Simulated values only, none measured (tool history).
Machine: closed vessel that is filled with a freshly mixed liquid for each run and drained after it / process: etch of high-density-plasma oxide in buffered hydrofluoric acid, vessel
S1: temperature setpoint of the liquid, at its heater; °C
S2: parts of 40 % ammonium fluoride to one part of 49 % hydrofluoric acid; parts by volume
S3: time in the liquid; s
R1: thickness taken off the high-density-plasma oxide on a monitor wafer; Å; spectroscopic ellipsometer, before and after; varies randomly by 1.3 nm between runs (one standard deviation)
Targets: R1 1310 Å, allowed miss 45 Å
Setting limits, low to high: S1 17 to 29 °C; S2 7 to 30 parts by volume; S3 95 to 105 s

run 1 day=0 | S1=21 S2=20 S3=95 | R1=1023.2
run 2 day=0.2 | S1=21 S2=20 S3=105 | R1=1137.1
run 3 day=0.55 | S1=21.5 S2=20 S3=105 | R1=1194.1
run 4 day=0.738 | S1=19.5 S2=20 S3=105 | R1=1048
run 5 day=1.108 | S1=20.5 S2=20 S3=105 | R1=1117.3
run 6 day=1.204 | S1=21 S2=20 S3=105 | R1=1168.8
run 7 day=1.25 | S1=21.5 S2=20 S3=105 | R1=1185.5
run 8 day=1.412 | S1=22 S2=20 S3=105 | R1=1208.9
run 9 day=1.442 | S1=22 S2=20 S3=105 | R1=1202.2

Next run, 5 choices. One meets every target within its allowed miss, the rest don't. Which?
run A day=1.471 | S1=21 S2=19.5 S3=100 | R1=?
run B day=1.471 | S1=22.5 S2=20 S3=95 | R1=?
run C day=1.471 | S1=22.5 S2=20.5 S3=95 | R1=?
run D day=1.471 | S1=24.5 S2=20.5 S3=100 | R1=?
run E day=1.471 | S1=22 S2=21 S3=100 | R1=?

move=A R1=1119.9
move=B R1=1127.7
move=C R1=1108.7
move=D R1=1302.6
move=E R1=1116.5
A: the biggest miss grows against the last run
B: the biggest miss grows against the last run
C: the biggest miss grows against the last run
D: each result inside its tolerance
E: the biggest miss grows against the last run
The move that meets every target is D.

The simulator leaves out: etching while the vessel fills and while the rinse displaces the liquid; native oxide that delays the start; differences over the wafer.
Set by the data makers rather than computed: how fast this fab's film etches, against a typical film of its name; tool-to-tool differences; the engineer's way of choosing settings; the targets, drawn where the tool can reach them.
